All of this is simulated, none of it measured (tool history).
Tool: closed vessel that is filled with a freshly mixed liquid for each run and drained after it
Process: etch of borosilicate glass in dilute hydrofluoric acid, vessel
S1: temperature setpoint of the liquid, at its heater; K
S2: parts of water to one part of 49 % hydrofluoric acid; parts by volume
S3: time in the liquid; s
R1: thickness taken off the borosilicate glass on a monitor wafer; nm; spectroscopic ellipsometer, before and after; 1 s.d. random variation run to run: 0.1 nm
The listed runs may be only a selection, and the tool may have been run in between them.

{"run": 1, "hour": 0.0, "S1": 294.15, "S2": 220, "S3": 30, "R1": 2.996}
{"run": 2, "hour": 7.7, "S1": 294.15, "S2": 220, "S3": 30, "R1": 2.9533}
{"run": 3, "hour": 10.6, "S1": 292.65, "S2": 220, "S3": 30, "R1": 2.82}
{"run": 4, "hour": 11.5, "S1": 292.65, "S2": 280, "S3": 30, "R1": 2.0845}
{"run": 5, "hour": 18.8, "S1": 290.15, "S2": 280, "S3": 30, "R1": 1.9059}
{"run": 6, "hour": 21.1, "S1": 290.15, "S2": 280, "S3": 30, "R1": 1.9209}

Run 7 has not been measured yet. What should we expect?
{"hour": 28.5, "done": "thermometer replaced"}
{"run": 7, "hour": 28.5, "S1": 291.65, "S2": 245, "S3": 30, "R1": "?"}

Run 7 yielded R1 2.5592 nm.
